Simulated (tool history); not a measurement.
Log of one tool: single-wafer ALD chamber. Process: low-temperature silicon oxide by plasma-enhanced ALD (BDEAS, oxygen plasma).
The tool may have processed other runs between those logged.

| run | hour | heater temperature setpoint (K) | number of ALD cycles (cycles) | mean film thickness on the monitor wafer (nm) |
|---|---|---|---|---|
| 1 | 0.0 | 373.15 | 27 | 3.7211 |
| 2 | 4.2 | 368.15 | 27 | 3.7786 |
| 3 | 6.9 | 358.15 | 27 | 3.9922 |
| 4 | 11.2 | 363.15 | 27 | 3.8963 |
| 5 | 13.0 | 368.15 | 27 | 3.8071 |
| 6 | 16.6 | 358.15 | 27 | 3.9633 |
| 7 | 21.1 | 363.15 | 27 | 3.9012 |
| 8 | 27.9 | 368.15 | 27 | 3.7847 |
| 9 | 35.5 | 371.15 | 27 | 3.7798 |
| 10 | 40.0 | 371.15 | 27 | 3.7696 |
| 11 | 43.3 | 375.15 | 27 | 3.7040 |
| 12 | 51.7 | 378.15 | 27 | 3.7081 |
| 13 | 57.0 | 380.15 | 27 | 3.6545 |
| 14 | 65.8 | 382.15 | 27 | 3.6764 |
| 15 | 70.2 | 383.15 | 27 | 3.6615 |

Forecast run 16:
| 16 | 72.1 | 384.15 | 27 | ? |

Logged for run 16: mean film thickness on the monitor wafer (nm) 3.6128.

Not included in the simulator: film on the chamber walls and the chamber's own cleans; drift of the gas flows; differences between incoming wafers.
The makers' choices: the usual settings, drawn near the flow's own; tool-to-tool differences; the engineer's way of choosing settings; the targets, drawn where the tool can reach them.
